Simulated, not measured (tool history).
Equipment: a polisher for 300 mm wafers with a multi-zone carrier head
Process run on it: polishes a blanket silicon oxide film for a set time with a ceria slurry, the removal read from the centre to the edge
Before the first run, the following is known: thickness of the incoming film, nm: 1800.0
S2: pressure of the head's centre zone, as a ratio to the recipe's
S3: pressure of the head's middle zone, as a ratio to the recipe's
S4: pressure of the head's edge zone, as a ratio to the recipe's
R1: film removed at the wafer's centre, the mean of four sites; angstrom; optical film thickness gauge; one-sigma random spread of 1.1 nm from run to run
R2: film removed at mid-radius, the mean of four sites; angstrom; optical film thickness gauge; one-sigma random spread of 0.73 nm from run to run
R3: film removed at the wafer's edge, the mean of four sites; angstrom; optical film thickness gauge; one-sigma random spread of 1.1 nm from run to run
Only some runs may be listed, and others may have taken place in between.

Run 1, hour 0.0: flow of slurry (ml/min) 135, S2 1.00, S3 1.00, S4 1.00, polishing time (s) 32. Result: R1 1201.30 angstrom, R2 1232.30 angstrom, R3 1198.30 angstrom.
Run 2, hour 6.5: flow of slurry (ml/min) 130, S2 0.98, S3 1.00, S4 0.98, polishing time (s) 31. Result: R1 1145.80 angstrom, R2 1179.00 angstrom, R3 1109.90 angstrom.
Run 3, hour 12.0: flow of slurry (ml/min) 125, S2 0.96, S3 1.00, S4 0.98, polishing time (s) 30. Result: R1 1021.40 angstrom, R2 1100.40 angstrom, R3 1070.90 angstrom.
Run 4, hour 12.8: flow of slurry (ml/min) 125, S2 0.96, S3 0.96, S4 0.98, polishing time (s) 30. Result: R1 1037.00 angstrom, R2 1092.90 angstrom, R3 1088.40 angstrom.
Run 5, hour 16.1: flow of slurry (ml/min) 120, S2 0.95, S3 0.96, S4 0.96, polishing time (s) 29. Result: R1 981.84 angstrom, R2 1039.20 angstrom, R3 1008.40 angstrom.
Run 6, hour 23.4: flow of slurry (ml/min) 120, S2 0.95, S3 0.96, S4 0.90, polishing time (s) 29. Result: R1 997.21 angstrom, R2 1057.10 angstrom, R3 985.12 angstrom.
Run 7, hour 31.9: flow of slurry (ml/min) 100, S2 0.85, S3 0.94, S4 0.83, polishing time (s) 24. Result: R1 697.22 angstrom, R2 805.18 angstrom, R3 774.51 angstrom.
Run 8, hour 37.5: flow of slurry (ml/min) 105, S2 0.85, S3 0.94, S4 0.83, polishing time (s) 24. Result: R1 712.31 angstrom, R2 826.05 angstrom, R3 781.32 angstrom.
Run 9, hour 38.3: flow of slurry (ml/min) 110, S2 0.85, S3 0.94, S4 0.83, polishing time (s) 24. Result: R1 717.24 angstrom, R2 832.24 angstrom, R3 776.41 angstrom.
Run 10, hour 44.5: flow of slurry (ml/min) 115, S2 0.85, S3 0.94, S4 0.84, polishing time (s) 24. Result: R1 724.31 angstrom, R2 839.90 angstrom, R3 793.94 angstrom.

Predict the results of run 11:
Run 11, hour 46.8: flow of slurry (ml/min) 120, S2 0.85, S3 0.94, S4 0.84, polishing time (s) 24. Result: R1 ?, R2 ?, R3 ?.

{"run 11": {"R1": 744.76, "R2": 843.05, "R3": 805.03}}
